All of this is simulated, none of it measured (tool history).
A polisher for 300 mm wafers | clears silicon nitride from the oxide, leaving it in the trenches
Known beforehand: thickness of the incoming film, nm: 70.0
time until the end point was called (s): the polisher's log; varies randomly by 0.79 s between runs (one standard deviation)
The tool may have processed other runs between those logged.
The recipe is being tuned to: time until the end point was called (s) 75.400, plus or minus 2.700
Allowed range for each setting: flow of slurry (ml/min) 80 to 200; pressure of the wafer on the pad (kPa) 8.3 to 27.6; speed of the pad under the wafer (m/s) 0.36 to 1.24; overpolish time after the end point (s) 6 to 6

| run | day | flow of slurry (ml/min) | pressure of the wafer on the pad (kPa) | speed of the pad under the wafer (m/s) | overpolish time after the end point (s) | time until the end point was called (s) |
|---|---|---|---|---|---|---|
| 1 | 0.000 | 130 | 17.9 | 0.80 | 6 | 106.770 |
| 2 | 0.300 | 130 | 15.9 | 0.80 | 6 | 118.500 |
| 3 | 0.600 | 135 | 17.9 | 0.80 | 6 | 103.590 |
| 4 | 0.804 | 105 | 17.9 | 0.80 | 6 | 110.280 |
| 5 | 1.121 | 115 | 19.3 | 0.80 | 6 | 101.400 |
| 6 | 1.350 | 125 | 20.0 | 0.80 | 6 | 97.813 |
| 7 | 1.433 | 130 | 21.4 | 0.80 | 6 | 92.433 |
| 8 | 1.588 | 130 | 22.1 | 0.80 | 6 | 90.208 |
| 9 | 1.633 | 130 | 22.1 | 0.80 | 6 | 87.480 |
| 10 | 1.854 | 135 | 22.8 | 0.80 | 6 | 86.644 |
| 11 | 2.079 | 135 | 23.4 | 0.80 | 6 | 82.680 |
| 12 | 2.350 | 140 | 24.1 | 0.80 | 6 | 79.823 |
| 13 | 2.558 | 145 | 24.8 | 0.80 | 6 | 76.705 |

Exactly one of the 4 candidate moves below puts every result within its allowed miss. Which one?
| A | 2.767 | 150 | 27.6 | 0.74 | 6 | ? |
| B | 2.767 | 175 | 26.2 | 0.72 | 6 | ? |
| C | 2.767 | 145 | 24.8 | 0.78 | 6 | ? |
| D | 2.767 | 185 | 24.1 | 0.90 | 6 | ? |

| move | time until the end point was called (s) |
|---|---|
| A | 76.223 |
| B | 79.818 |
| C | 80.091 |
| D | 68.574 |
A: every result within its allowed miss
B: its largest miss is bigger than the last run's
C: its largest miss is bigger than the last run's
D: takes the result that was furthest off past its target
Go with A: it meets all targets.
